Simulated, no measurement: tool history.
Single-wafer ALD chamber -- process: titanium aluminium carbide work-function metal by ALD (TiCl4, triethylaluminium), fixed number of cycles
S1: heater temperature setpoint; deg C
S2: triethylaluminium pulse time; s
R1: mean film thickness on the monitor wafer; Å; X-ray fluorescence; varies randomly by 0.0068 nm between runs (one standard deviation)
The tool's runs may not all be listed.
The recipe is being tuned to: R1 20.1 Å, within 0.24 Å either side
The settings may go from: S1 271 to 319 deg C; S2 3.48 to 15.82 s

run,day,S1,S2,R1
1,0,295,9.65,21.165
2,0.271,295,11.53,21.633
3,0.342,290,11.53,21.214
4,0.679,290,13.11,21.399
5,0.738,286,13.11,21.049
6,0.871,292,13.11,21.508
7,1.038,288,12.76,21.18
8,1.4,288,12.76,21.253

Pick the move, out of 4, that brings all results within their allowed miss; only one does.
A,1.762,279,10.41,?
B,1.762,288,9.81,?
C,1.762,282,12.81,?
D,1.762,280,14.04,?

move,R1
A,20.154
B,20.758
C,20.732
D,20.65
A: in spec on every target
B: closes in on the targets versus the last run, not all within tolerance yet
C: closes in on the targets versus the last run, not all within tolerance yet
D: closes in on the targets versus the last run, not all within tolerance yet
A is the move that brings every result within its allowed miss.
